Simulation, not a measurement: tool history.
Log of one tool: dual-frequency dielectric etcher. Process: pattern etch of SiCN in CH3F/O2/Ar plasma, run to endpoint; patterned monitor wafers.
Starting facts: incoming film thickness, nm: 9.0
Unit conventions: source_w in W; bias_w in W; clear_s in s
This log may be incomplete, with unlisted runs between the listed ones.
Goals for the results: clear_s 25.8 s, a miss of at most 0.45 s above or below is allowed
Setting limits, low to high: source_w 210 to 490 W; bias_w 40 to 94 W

Run 1, day 0: source_w 350 W, bias_w 67 W. Result: clear_s 22.145 s.
Run 2, day 0.371: source_w 350 W, bias_w 76 W. Result: clear_s 20.887 s.
Run 3, day 0.683: source_w 320 W, bias_w 76 W. Result: clear_s 22.149 s.
Run 4, day 1.038: source_w 290 W, bias_w 75 W. Result: clear_s 23.719 s.
Run 5, day 1.138: source_w 350 W, bias_w 75 W. Result: clear_s 21.127 s.
Run 6, day 1.246: source_w 350 W, bias_w 64 W. Result: clear_s 22.506 s.
Run 7, day 1.45: source_w 330 W, bias_w 64 W. Result: clear_s 23.165 s.
Run 8, day 1.621: source_w 310 W, bias_w 64 W. Result: clear_s 24.257 s.
Run 9, day 1.683: source_w 300 W, bias_w 64 W. Result: clear_s 24.938 s.
Run 10, day 1.946: source_w 270 W, bias_w 63 W. Result: clear_s 26.791 s.

Which one of the following 4 next-run settings gets every result inside its allowed miss? There is exactly one.
Run A, day 2.208: source_w 260 W, bias_w 82 W. Result: clear_s ?.
Run B, day 2.208: source_w 310 W, bias_w 54 W. Result: clear_s ?.
Run C, day 2.208: source_w 260 W, bias_w 61 W. Result: clear_s ?.
Run D, day 2.208: source_w 240 W, bias_w 79 W. Result: clear_s ?.

move  clear_s
   A   24.685
   B   26.044
   C   27.966
   D   26.635
A: carries the result that was furthest off beyond its target, to the other side
B: meets every target
C: lands further from the targets than the last run did
D: closes in on the targets versus the last run, not all within tolerance yet
Move B is the one to make.
